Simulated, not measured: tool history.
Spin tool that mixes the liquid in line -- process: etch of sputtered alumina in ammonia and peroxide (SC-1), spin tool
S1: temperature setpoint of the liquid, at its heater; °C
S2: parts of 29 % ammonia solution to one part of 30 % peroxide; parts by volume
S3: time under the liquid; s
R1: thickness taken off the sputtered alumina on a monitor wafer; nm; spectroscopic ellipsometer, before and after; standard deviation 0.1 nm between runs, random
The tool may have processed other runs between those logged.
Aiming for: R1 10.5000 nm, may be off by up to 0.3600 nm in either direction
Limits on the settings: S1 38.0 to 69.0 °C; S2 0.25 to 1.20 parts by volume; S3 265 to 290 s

Run 1, hour 0.0: S1 53.0 °C, S2 0.95 parts by volume, S3 265 s. Result: R1 16.2460 nm.
Run 2, hour 7.8: S1 56.0 °C, S2 0.95 parts by volume, S3 265 s. Result: R1 19.5340 nm.
Run 3, hour 14.3: S1 56.0 °C, S2 0.95 parts by volume, S3 265 s. Result: R1 18.8210 nm.
Run 4, hour 21.7: S1 50.0 °C, S2 0.95 parts by volume, S3 265 s. Result: R1 13.8410 nm.
Run 5, hour 25.7: S1 56.0 °C, S2 0.95 parts by volume, S3 265 s. Result: R1 18.8270 nm.
Run 6, hour 29.6: S1 56.0 °C, S2 1.20 parts by volume, S3 265 s. Result: R1 19.4240 nm.
Run 7, hour 34.7: S1 56.0 °C, S2 1.20 parts by volume, S3 265 s. Result: R1 19.7550 nm.
Run 8, hour 40.3: S1 53.0 °C, S2 1.20 parts by volume, S3 265 s. Result: R1 16.7450 nm.
Run 9, hour 46.7: S1 51.0 °C, S2 1.20 parts by volume, S3 265 s. Result: R1 14.9090 nm.
Run 10, hour 55.5: S1 43.5 °C, S2 1.15 parts by volume, S3 265 s. Result: R1 9.5486 nm.
Run 11, hour 58.5: S1 44.0 °C, S2 1.15 parts by volume, S3 265 s. Result: R1 10.0220 nm.

Exercise: of the 4 proposed moves below, exactly one satisfies all targets within the stated allowed misses. Which move is it?
Run A, hour 61.5: S1 41.0 °C, S2 1.20 parts by volume, S3 290 s. Result: R1 ?.
Run B, hour 61.5: S1 44.5 °C, S2 1.20 parts by volume, S3 270 s. Result: R1 ?.
Run C, hour 61.5: S1 42.0 °C, S2 1.10 parts by volume, S3 265 s. Result: R1 ?.
Run D, hour 61.5: S1 43.5 °C, S2 0.85 parts by volume, S3 265 s. Result: R1 ?.

move       R1
   A   9.3261
   B  10.6310
   C   8.9590
   D   9.5327
A: further off than the last run
B: every result within its allowed miss
C: further off than the last run
D: further off than the last run
Move B is the one to make.
